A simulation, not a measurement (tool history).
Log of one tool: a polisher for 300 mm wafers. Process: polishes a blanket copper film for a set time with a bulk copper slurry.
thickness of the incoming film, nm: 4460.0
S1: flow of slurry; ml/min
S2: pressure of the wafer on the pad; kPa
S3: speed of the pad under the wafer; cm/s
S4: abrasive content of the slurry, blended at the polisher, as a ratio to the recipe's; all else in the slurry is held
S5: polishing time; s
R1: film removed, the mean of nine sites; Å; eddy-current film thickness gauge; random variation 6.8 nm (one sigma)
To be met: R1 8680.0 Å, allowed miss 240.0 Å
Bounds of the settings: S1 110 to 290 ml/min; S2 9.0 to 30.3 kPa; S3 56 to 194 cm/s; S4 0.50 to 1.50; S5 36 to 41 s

run,day,S1,S2,S3,S4,S5,R1
1,0.000,185,19.3,124,1.00,41,5240.1
2,0.329,195,22.1,124,1.00,41,6040.0
3,0.633,195,22.1,124,0.90,41,5797.0
4,0.871,200,24.1,124,0.90,41,6385.0
5,1.021,200,20.7,124,0.90,41,5586.6
6,1.125,200,17.9,124,0.90,41,4868.1
7,1.438,210,21.4,124,0.90,41,5812.0
8,1.783,225,23.4,124,0.90,41,6264.5

Which of these 4 next moves meets every target?
A,2.129,215,26.2,148,1.05,40,?
B,2.129,225,23.4,114,0.65,36,?
C,2.129,250,29.6,138,0.85,41,?
D,2.129,180,25.5,156,1.10,39,?

move,R1
A,8291.1
B,4721.8
C,8611.6
D,8210.6
A: nearer than the last run, and not there yet
B: further off than the last run
C: meets every target
D: nearer than the last run, and not there yet
Move C is the one to make.

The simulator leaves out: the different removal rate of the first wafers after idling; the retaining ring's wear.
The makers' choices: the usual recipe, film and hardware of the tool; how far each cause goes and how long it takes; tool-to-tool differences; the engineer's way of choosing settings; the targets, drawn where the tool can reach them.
